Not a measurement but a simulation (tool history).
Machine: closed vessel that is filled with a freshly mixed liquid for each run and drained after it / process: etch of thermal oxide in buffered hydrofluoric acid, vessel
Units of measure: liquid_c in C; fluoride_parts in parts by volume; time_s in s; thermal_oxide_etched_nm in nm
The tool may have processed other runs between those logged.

run	hour	liquid_c	fluoride_parts	time_s	thermal_oxide_etched_nm
1	0.0	22.0	19.0	30	15.418
2	8.4	24.5	15.5	30	21.622
3	17.0	24.5	15.5	30	21.979
4	25.6	26.0	13.5	30	27.084
5	27.8	27.0	12.5	30	30.145
6	31.2	28.0	11.5	30	35.471
7	34.9	28.5	11.5	30	36.221
8	36.7	29.0	11.0	30	39.004

Estimate the outcome of run 9 from the log above:
9	43.6	29.5	11.0	30	?

thermal_oxide_etched_nm: 39.629 nm
